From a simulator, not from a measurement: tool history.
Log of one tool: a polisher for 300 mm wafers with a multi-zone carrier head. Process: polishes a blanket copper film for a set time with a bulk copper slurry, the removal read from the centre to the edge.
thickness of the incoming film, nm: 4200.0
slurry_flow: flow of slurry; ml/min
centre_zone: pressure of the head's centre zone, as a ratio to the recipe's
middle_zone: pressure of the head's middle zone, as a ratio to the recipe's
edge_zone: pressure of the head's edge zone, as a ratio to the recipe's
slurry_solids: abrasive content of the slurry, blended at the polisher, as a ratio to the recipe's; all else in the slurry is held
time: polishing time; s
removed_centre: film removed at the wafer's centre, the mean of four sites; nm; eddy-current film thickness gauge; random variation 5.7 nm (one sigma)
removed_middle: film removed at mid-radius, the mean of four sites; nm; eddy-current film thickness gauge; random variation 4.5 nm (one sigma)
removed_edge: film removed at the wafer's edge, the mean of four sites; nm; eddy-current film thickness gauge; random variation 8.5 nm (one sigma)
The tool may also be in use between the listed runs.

run 1 hour=0 | slurry_flow=240 centre_zone=1 middle_zone=1 edge_zone=1 slurry_solids=1 time=48 | removed_centre=606.26 removed_middle=609.76 removed_edge=600.51
run 2 hour=8.4 | slurry_flow=245 centre_zone=0.97 middle_zone=1.02 edge_zone=1.02 slurry_solids=1 time=48 | removed_centre=576.32 removed_middle=615.68 removed_edge=611.65
run 3 hour=13.2 | slurry_flow=255 centre_zone=0.96 middle_zone=1.05 edge_zone=1.03 slurry_solids=1 time=48 | removed_centre=579.77 removed_middle=636.86 removed_edge=636.91
run 4 hour=19.3 | slurry_flow=260 centre_zone=0.94 middle_zone=1.07 edge_zone=1.02 slurry_solids=1 time=48 | removed_centre=565.06 removed_middle=642.02 removed_edge=629.36
run 5 hour=21.5 | slurry_flow=265 centre_zone=0.93 middle_zone=1.09 edge_zone=1.02 slurry_solids=1 time=48 | removed_centre=564.94 removed_middle=653.94 removed_edge=629.29
run 6 hour=27.9 | slurry_flow=265 centre_zone=0.93 middle_zone=1.09 edge_zone=1.02 slurry_solids=1.15 time=48 | removed_centre=596.09 removed_middle=673.54 removed_edge=648.23
run 7 hour=36.8 | slurry_flow=265 centre_zone=0.91 middle_zone=1.11 edge_zone=1.02 slurry_solids=1.15 time=48 | removed_centre=563.33 removed_middle=686.84 removed_edge=642.14
run 8 hour=45 | slurry_flow=265 centre_zone=0.9 middle_zone=1.12 edge_zone=1.03 slurry_solids=1.15 time=48 | removed_centre=569.36 removed_middle=688.71 removed_edge=638.65
run 9 hour=51 | slurry_flow=205 centre_zone=0.81 middle_zone=1.19 edge_zone=1.13 slurry_solids=1.25 time=48 | removed_centre=493.29 removed_middle=723.35 removed_edge=660.82
run 10 hour=58.4 | slurry_flow=205 centre_zone=0.81 middle_zone=1.19 edge_zone=1.13 slurry_solids=1.25 time=48 | removed_centre=492.06 removed_middle=714.47 removed_edge=674.28

Forecast run 11:
run 11 hour=64.3 | slurry_flow=230 centre_zone=0.89 middle_zone=1.18 edge_zone=1.11 slurry_solids=1.25 time=48 | removed_centre=? removed_middle=? removed_edge=?

removed_centre: 563.38 nm
removed_middle: 711.4 nm
removed_edge: 671.56 nm
